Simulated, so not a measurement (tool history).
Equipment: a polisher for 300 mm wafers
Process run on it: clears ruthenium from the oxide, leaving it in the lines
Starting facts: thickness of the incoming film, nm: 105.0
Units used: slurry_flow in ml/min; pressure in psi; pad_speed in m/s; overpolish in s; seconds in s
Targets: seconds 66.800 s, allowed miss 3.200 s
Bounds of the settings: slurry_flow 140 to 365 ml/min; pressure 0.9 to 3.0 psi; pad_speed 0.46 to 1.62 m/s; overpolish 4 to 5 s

{"run": 1, "hour": 0.0, "slurry_flow": 235, "pressure": 1.9, "pad_speed": 1.04, "overpolish": 5, "seconds": 89.881}
{"run": 2, "hour": 8.8, "slurry_flow": 235, "pressure": 1.5, "pad_speed": 1.04, "overpolish": 5, "seconds": 112.45}
{"run": 3, "hour": 9.4, "slurry_flow": 235, "pressure": 1.5, "pad_speed": 1.04, "overpolish": 5, "seconds": 110.79}
{"run": 4, "hour": 11.4, "slurry_flow": 235, "pressure": 1.5, "pad_speed": 1.04, "overpolish": 4, "seconds": 110.84}
{"run": 5, "hour": 20.1, "slurry_flow": 235, "pressure": 1.5, "pad_speed": 1.24, "overpolish": 4, "seconds": 94.262}
{"run": 6, "hour": 20.9, "slurry_flow": 235, "pressure": 1.6, "pad_speed": 1.24, "overpolish": 4, "seconds": 90.77}
{"run": 7, "hour": 21.9, "slurry_flow": 235, "pressure": 1.7, "pad_speed": 1.24, "overpolish": 4, "seconds": 82.796}
{"run": 8, "hour": 28.1, "slurry_flow": 235, "pressure": 1.9, "pad_speed": 1.24, "overpolish": 4, "seconds": 77.33}

Consider the 5 candidate settings below. Which is the only one whose results all fall within their allowed miss of target?
{"run": "A", "hour": 34.3, "slurry_flow": 240, "pressure": 2.7, "pad_speed": 1.12, "overpolish": 5, "seconds": "?"}
{"run": "B", "hour": 34.3, "slurry_flow": 210, "pressure": 1.6, "pad_speed": 1.14, "overpolish": 4, "seconds": "?"}
{"run": "C", "hour": 34.3, "slurry_flow": 220, "pressure": 1.8, "pad_speed": 1.04, "overpolish": 5, "seconds": "?"}
{"run": "D", "hour": 34.3, "slurry_flow": 210, "pressure": 1.9, "pad_speed": 0.98, "overpolish": 4, "seconds": "?"}
{"run": "E", "hour": 34.3, "slurry_flow": 230, "pressure": 2.0, "pad_speed": 1.34, "overpolish": 4, "seconds": "?"}

move=A seconds=59.480
move=B seconds=98.972
move=C seconds=95.769
move=D seconds=96.754
move=E seconds=67.499
A: pushes the last run's worst result past its target
B: misses by more than the last run did
C: misses by more than the last run did
D: misses by more than the last run did
E: each result inside its tolerance
Answer: E
